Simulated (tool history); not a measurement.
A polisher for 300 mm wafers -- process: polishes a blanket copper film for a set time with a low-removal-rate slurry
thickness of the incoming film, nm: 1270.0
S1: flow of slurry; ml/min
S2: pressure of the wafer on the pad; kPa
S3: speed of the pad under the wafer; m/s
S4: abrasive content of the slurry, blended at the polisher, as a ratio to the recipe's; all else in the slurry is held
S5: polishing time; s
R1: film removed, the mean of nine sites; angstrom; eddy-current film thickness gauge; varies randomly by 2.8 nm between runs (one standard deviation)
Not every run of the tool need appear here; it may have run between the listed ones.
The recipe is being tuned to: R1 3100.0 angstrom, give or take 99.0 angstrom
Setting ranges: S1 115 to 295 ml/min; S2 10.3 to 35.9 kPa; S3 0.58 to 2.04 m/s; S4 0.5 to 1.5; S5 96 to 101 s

run	hour	S1	S2	S3	S4	S5	R1
1	0.0	190	22.8	1.30	1.0	96	4212.8
2	8.7	190	21.4	1.30	1.0	96	3884.2
3	16.3	190	20.7	1.30	1.0	96	3826.3
4	20.0	190	20.0	1.30	1.0	96	3720.7
5	21.1	190	19.3	1.30	1.0	96	3592.5
6	29.4	190	19.3	1.30	1.0	101	3754.6
7	36.6	190	18.6	1.30	1.0	101	3590.6
8	43.5	190	17.9	1.30	1.0	101	3503.7
9	48.3	190	17.2	1.30	1.0	101	3337.5

Pick the move, out of 4, that brings all results within their allowed miss; only one does.
A	53.1	170	15.9	1.48	0.9	97	?
B	53.1	190	16.5	1.26	1.5	96	?
C	53.1	165	16.5	1.60	1.1	101	?
D	53.1	190	19.3	1.22	1.1	99	?

move	R1
A	3105.8
B	3298.3
C	3742.7
D	3562.9
A: each result inside its tolerance
B: closer than the last run, but not yet in spec
C: its largest miss is bigger than the last run's
D: its largest miss is bigger than the last run's
Correct choice: A, which meets every target

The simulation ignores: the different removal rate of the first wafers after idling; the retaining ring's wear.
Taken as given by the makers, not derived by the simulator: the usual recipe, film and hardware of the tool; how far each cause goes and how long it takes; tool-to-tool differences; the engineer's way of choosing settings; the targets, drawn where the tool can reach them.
